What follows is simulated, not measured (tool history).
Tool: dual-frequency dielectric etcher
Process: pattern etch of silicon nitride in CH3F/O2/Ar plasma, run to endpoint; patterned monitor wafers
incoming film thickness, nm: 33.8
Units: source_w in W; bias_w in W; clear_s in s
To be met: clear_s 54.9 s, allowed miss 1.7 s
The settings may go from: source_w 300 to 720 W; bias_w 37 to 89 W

{"run": 1, "hour": 0.0, "source_w": 510, "bias_w": 63, "clear_s": 44.318}
{"run": 2, "hour": 3.0, "source_w": 420, "bias_w": 63, "clear_s": 47.901}
{"run": 3, "hour": 5.8, "source_w": 480, "bias_w": 63, "clear_s": 45.745}
{"run": 4, "hour": 11.2, "source_w": 540, "bias_w": 63, "clear_s": 44.082}
{"hour": 12.7, "done": "wet clean of the chamber"}
{"run": 5, "hour": 12.7, "source_w": 450, "bias_w": 63, "clear_s": 48.616}
{"run": 6, "hour": 14.9, "source_w": 450, "bias_w": 70, "clear_s": 46.184}
{"run": 7, "hour": 16.1, "source_w": 450, "bias_w": 70, "clear_s": 47.162}
{"run": 8, "hour": 20.7, "source_w": 400, "bias_w": 65, "clear_s": 50.274}

4 next moves are on the table. One of them brings every result within its allowed miss. Which?
{"run": "A", "hour": 25.3, "source_w": 370, "bias_w": 56, "clear_s": "?"}
{"run": "B", "hour": 25.3, "source_w": 530, "bias_w": 66, "clear_s": "?"}
{"run": "C", "hour": 25.3, "source_w": 390, "bias_w": 64, "clear_s": "?"}
{"run": "D", "hour": 25.3, "source_w": 440, "bias_w": 65, "clear_s": "?"}

move=A clear_s=54.553
move=B clear_s=45.076
move=C clear_s=50.658
move=D clear_s=48.338
A: meets every target
B: further off than the last run
C: nearer than the last run, and not there yet
D: further off than the last run
The right move is A.

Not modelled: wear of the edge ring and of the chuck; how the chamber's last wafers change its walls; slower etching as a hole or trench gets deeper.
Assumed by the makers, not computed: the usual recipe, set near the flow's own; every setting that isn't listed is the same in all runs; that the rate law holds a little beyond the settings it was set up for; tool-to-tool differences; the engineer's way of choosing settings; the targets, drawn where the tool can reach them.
